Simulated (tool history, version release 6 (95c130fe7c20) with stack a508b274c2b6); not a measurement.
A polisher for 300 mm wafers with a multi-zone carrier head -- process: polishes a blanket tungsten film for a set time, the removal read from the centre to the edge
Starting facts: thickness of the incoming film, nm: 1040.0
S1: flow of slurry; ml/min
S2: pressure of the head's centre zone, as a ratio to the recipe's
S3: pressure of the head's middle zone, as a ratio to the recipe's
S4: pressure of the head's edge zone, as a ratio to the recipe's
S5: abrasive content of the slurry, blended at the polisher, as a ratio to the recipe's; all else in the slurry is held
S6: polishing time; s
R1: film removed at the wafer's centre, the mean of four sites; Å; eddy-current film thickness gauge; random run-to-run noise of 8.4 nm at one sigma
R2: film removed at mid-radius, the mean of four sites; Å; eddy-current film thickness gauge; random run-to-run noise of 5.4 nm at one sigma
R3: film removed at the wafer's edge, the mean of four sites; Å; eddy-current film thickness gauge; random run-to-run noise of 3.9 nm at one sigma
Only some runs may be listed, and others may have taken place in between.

run 1 hour=0 | S1=130 S2=1 S3=1 S4=1 S5=1 S6=56 | R1=3790.8 R2=3903.5 R3=3823.1
run 2 hour=2.4 | S1=115 S2=1 S3=1 S4=1 S5=1 S6=56 | R1=3667.1 R2=3864.1 R3=3769.5
run 3 hour=3.3 | S1=115 S2=1 S3=1 S4=1 S5=1 S6=44 | R1=2910 R2=2955.1 R3=2933.2
run 4 hour=11.4 | S1=115 S2=1 S3=1 S4=1 S5=0.8 S6=44 | R1=2756.3 R2=2839.5 R3=2779.8
run 5 hour=16.6 | S1=135 S2=1.05 S3=1 S4=1.04 S5=1 S6=48 | R1=3479.2 R2=3379.4 R3=3339.9
run 6 hour=22.2 | S1=135 S2=1.05 S3=0.93 S4=1.04 S5=1 S6=48 | R1=3530.5 R2=3174.6 R3=3352.9

What does the tool deliver on the next run?
run 7 hour=24.9 | S1=145 S2=1.08 S3=0.93 S4=1.07 S5=1.15 S6=50 | R1=? R2=? R3=?

Run 7 came out at R1 4026 Å, R2 3488.7 Å, R3 3673.8 Å.
